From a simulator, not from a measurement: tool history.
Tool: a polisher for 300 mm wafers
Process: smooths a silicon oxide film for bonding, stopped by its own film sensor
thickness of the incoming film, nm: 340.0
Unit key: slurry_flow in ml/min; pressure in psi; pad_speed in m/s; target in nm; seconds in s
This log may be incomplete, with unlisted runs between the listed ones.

| run | hour | slurry_flow | pressure | pad_speed | slurry_solids | target | seconds |
|---|---|---|---|---|---|---|---|
| 1 | 0.0 | 215 | 2.1 | 0.92 | 1.00 | 304 | 52.088 |
| 2 | 8.1 | 215 | 2.1 | 0.76 | 1.00 | 304 | 58.664 |
| 3 | 15.1 | 245 | 2.1 | 0.76 | 1.00 | 304 | 59.563 |
| 4 | 20.0 | 245 | 2.0 | 0.72 | 1.00 | 304 | 64.590 |
| 5 | 28.8 | 245 | 2.0 | 0.72 | 1.10 | 304 | 61.323 |
| 6 | 35.4 | 245 | 1.9 | 0.68 | 1.05 | 304 | 67.119 |
| 7 | 40.1 | 245 | 1.8 | 0.64 | 1.00 | 304 | 80.232 |

Estimate the outcome of run 8 from the log above:
| 8 | 48.6 | 245 | 1.7 | 0.62 | 1.00 | 304 | ? |

{"run 8": {"seconds": 85.189}}
